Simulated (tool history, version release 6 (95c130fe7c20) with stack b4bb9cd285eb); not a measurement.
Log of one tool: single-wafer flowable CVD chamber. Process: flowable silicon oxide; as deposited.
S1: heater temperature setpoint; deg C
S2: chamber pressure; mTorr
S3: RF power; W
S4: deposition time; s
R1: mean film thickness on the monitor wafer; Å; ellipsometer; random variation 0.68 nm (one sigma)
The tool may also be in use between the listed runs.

run,hour,S1,S2,S3,S4,R1
1,0.0,105,802,2560,606,3417.3
2,8.8,105,802,2560,606,3425.6
3,11.5,97,802,2560,606,4317.5
4,20.1,103,802,2560,606,3618.6
5,22.9,103,802,2725,606,3652.2
6,28.8,103,802,2725,606,3647.6
7,34.1,104,802,2725,606,3545.3
# hour 40.6: RF generator calibrated
8,40.6,104,802,2725,606,3562.4
9,43.6,105,802,2725,606,3472.8
10,46.0,106,802,2725,606,3366.4

Run 11 comes next. What will it give?
11,48.8,107,802,2725,606,?

Run 11 gave R1 3263.6 Å.

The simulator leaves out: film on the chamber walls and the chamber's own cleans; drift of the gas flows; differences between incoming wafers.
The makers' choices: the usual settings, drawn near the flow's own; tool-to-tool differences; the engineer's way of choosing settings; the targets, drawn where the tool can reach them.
